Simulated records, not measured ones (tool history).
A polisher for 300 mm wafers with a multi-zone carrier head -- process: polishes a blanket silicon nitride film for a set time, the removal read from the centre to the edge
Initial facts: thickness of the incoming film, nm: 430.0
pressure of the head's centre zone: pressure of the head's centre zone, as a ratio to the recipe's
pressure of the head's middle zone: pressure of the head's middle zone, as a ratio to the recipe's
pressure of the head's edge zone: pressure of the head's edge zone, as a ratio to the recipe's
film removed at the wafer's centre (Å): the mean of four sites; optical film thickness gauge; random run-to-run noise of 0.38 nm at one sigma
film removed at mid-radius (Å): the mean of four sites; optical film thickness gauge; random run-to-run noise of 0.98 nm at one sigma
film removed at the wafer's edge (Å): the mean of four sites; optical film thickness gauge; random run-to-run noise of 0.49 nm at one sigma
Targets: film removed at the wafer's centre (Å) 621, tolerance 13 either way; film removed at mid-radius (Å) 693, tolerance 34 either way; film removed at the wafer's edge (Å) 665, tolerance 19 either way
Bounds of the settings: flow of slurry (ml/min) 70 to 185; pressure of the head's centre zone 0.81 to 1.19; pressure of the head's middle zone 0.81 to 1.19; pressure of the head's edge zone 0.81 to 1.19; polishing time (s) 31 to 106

run,hour,flow of slurry (ml/min),pressure of the head's centre zone,pressure of the head's middle zone,pressure of the head's edge zone,polishing time (s),film removed at the wafer's centre (Å),film removed at mid-radius (Å),film removed at the wafer's edge (Å)
1,0,120,1,1,1,68,663.21,722.22,712.34
2,7.2,120,1,1.04,1,68,662.57,752.32,715.65
3,13.8,115,1,1.04,0.99,68,652.4,724.32,704.38
4,21.8,110,1,1.05,0.98,68,644.38,734.31,691.44
# hour 23.2: centre zone pressure recalibrated
5,23.2,110,0.95,1.05,0.98,68,681.47,726.94,694.68
6,27,105,0.96,1.05,0.98,68,666.4,713.69,683.35
7,34,80,0.94,1.06,0.99,68,594.6,649.13,648.49
8,38.9,85,0.94,1.07,0.99,68,597.6,682.33,659.29
9,44.1,95,0.96,1.05,0.98,68,648.34,694.7,673.28
10,48.5,95,0.96,1.06,0.98,68,645.94,712.94,673.66
11,51.9,90,0.97,1.06,0.99,68,636.09,695.9,668.71

Exercise: of the 5 proposed moves below, exactly one satisfies all targets within the stated allowed misses. Which move is it?
A,55.3,135,0.94,1.13,1.04,57,?,?,?
B,55.3,90,0.94,1.08,0.95,71,?,?,?
C,55.3,115,0.97,1.11,0.94,61,?,?,?
D,55.3,85,0.95,1.04,1,72,?,?,?
E,55.3,75,1.01,1.13,1.04,69,?,?,?

move,film removed at the wafer's centre (Å),film removed at mid-radius (Å),film removed at the wafer's edge (Å)
A,590.64,679.37,625.61
B,643.02,724.13,689
C,623.41,687.96,620.33
D,642.63,695.91,706.43
E,616.26,679.03,666.51
A: takes the result that was furthest off past its target
B: the biggest miss grows against the last run
C: puts the biggest miss on target and leaves a different result outside tolerance
D: the biggest miss grows against the last run
E: hits every target within its allowed miss
Correct choice: E, which meets every target
